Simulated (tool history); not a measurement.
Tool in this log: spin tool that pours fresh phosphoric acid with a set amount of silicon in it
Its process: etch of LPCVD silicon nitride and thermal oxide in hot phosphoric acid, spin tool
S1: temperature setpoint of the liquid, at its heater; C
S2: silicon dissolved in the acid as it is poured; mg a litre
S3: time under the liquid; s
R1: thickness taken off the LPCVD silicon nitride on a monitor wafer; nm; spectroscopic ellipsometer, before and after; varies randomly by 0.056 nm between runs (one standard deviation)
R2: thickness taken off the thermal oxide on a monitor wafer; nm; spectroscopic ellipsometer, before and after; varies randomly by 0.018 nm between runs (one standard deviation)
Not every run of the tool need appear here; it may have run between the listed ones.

run,hour,S1,S2,S3,R1,R2
1,0.0,161.0,13.5,115,10.7190,0.225260
2,5.8,161.0,7.5,115,10.5240,0.328080
3,6.9,162.5,7.5,115,11.0900,0.309170
4,12.2,162.5,7.5,90,8.7471,0.232420
5,18.6,162.5,7.5,140,13.4410,0.258010
6,22.0,162.5,11.5,140,13.4990,0.369040
7,23.2,162.0,11.0,130,12.3820,0.262110
8,27.5,162.0,12.0,120,11.3740,0.275280
9,28.3,162.0,13.0,110,10.4730,0.262930
10,29.4,161.5,14.0,105,9.7231,0.240640
11,33.3,161.5,15.0,100,9.4057,0.228250
12,42.0,159.0,13.5,45,3.8215,0.084263
13,43.6,159.5,14.0,45,3.9211,0.078172
14,50.5,162.0,6.5,75,7.1976,0.193610
15,56.5,161.5,7.0,75,7.0755,0.185850

For run 16, what comes out?
16,58.4,159.0,9.5,60,?,?

{"run 16": {"R1": 5.0943, "R2": 0.11429}}
